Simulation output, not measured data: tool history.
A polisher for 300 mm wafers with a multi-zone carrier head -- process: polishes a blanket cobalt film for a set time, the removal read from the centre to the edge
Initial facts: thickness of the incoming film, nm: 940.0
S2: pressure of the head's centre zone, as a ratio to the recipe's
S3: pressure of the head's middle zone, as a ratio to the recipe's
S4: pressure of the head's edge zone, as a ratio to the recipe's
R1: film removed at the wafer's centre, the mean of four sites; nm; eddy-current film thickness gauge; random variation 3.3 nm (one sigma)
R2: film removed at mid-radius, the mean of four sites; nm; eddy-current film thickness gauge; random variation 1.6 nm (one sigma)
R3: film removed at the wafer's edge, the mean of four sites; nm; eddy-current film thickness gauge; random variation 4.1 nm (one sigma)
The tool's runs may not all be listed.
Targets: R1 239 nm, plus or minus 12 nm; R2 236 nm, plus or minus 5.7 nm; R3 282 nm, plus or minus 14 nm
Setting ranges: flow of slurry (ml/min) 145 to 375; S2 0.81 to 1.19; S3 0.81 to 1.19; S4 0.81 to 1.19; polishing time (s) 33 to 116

{"run": 1, "day": 0.0, "flow of slurry (ml/min)": 240, "S2": 1, "S3": 1, "S4": 1, "polishing time (s)": 74, "R1": 317.87, "R2": 312.27, "R3": 315.17}
{"run": 2, "day": 0.312, "flow of slurry (ml/min)": 205, "S2": 1, "S3": 1, "S4": 1, "polishing time (s)": 74, "R1": 303.7, "R2": 307.14, "R3": 308.02}
{"run": 3, "day": 0.654, "flow of slurry (ml/min)": 200, "S2": 0.98, "S3": 0.97, "S4": 1.01, "polishing time (s)": 73, "R1": 298.81, "R2": 294.34, "R3": 310.86}
{"run": 4, "day": 0.917, "flow of slurry (ml/min)": 235, "S2": 0.98, "S3": 0.97, "S4": 1.01, "polishing time (s)": 73, "R1": 302.15, "R2": 299.04, "R3": 309.38}
{"run": 5, "day": 0.971, "flow of slurry (ml/min)": 230, "S2": 0.96, "S3": 0.94, "S4": 1.01, "polishing time (s)": 72, "R1": 290.72, "R2": 284.43, "R3": 307.79}
{"run": 6, "day": 1.142, "flow of slurry (ml/min)": 225, "S2": 0.94, "S3": 0.92, "S4": 1, "polishing time (s)": 71, "R1": 278.9, "R2": 279.16, "R3": 311.2}
{"run": 7, "day": 1.2, "flow of slurry (ml/min)": 220, "S2": 0.94, "S3": 0.91, "S4": 1, "polishing time (s)": 69, "R1": 271.01, "R2": 265.6, "R3": 293.27}
{"run": 8, "day": 1.358, "flow of slurry (ml/min)": 215, "S2": 0.93, "S3": 0.9, "S4": 1, "polishing time (s)": 69, "R1": 272.23, "R2": 268.52, "R3": 286.32}
{"run": 9, "day": 1.696, "flow of slurry (ml/min)": 215, "S2": 0.93, "S3": 0.9, "S4": 1, "polishing time (s)": 69, "R1": 271, "R2": 263.91, "R3": 288.42}
{"run": 10, "day": 1.8, "flow of slurry (ml/min)": 210, "S2": 0.91, "S3": 0.88, "S4": 1.01, "polishing time (s)": 69, "R1": 263.11, "R2": 258.53, "R3": 291.83}
{"run": 11, "day": 2.004, "flow of slurry (ml/min)": 205, "S2": 0.9, "S3": 0.87, "S4": 1.01, "polishing time (s)": 69, "R1": 261.54, "R2": 254.42, "R3": 297.28}
{"run": 12, "day": 2.154, "flow of slurry (ml/min)": 200, "S2": 0.89, "S3": 0.86, "S4": 1, "polishing time (s)": 69, "R1": 258.47, "R2": 252.42, "R3": 288}
{"run": 13, "day": 2.404, "flow of slurry (ml/min)": 195, "S2": 0.88, "S3": 0.85, "S4": 1, "polishing time (s)": 69, "R1": 255.57, "R2": 249.91, "R3": 289.11}

Consider the 4 candidate settings below. Which is the only one whose results all fall within their allowed miss of target?
{"run": "A", "day": 2.654, "flow of slurry (ml/min)": 250, "S2": 0.92, "S3": 0.81, "S4": 1.05, "polishing time (s)": 66, "R1": "?", "R2": "?", "R3": "?"}
{"run": "B", "day": 2.654, "flow of slurry (ml/min)": 230, "S2": 0.81, "S3": 1, "S4": 1.05, "polishing time (s)": 63, "R1": "?", "R2": "?", "R3": "?"}
{"run": "C", "day": 2.654, "flow of slurry (ml/min)": 160, "S2": 0.91, "S3": 0.89, "S4": 1.12, "polishing time (s)": 65, "R1": "?", "R2": "?", "R3": "?"}
{"run": "D", "day": 2.654, "flow of slurry (ml/min)": 295, "S2": 0.81, "S3": 0.85, "S4": 1.01, "polishing time (s)": 69, "R1": "?", "R2": "?", "R3": "?"}

move=A R1=256.94 R2=237.47 R3=295.2
move=B R1=217.62 R2=266.34 R3=279.25
move=C R1=236.29 R2=239.01 R3=288.43
move=D R1=244.7 R2=262.18 R3=306.3
A: brings the result that was furthest off to its target, and leaves another outside
B: its largest miss is bigger than the last run's
C: all results in spec
D: its largest miss is bigger than the last run's
C meets every target.

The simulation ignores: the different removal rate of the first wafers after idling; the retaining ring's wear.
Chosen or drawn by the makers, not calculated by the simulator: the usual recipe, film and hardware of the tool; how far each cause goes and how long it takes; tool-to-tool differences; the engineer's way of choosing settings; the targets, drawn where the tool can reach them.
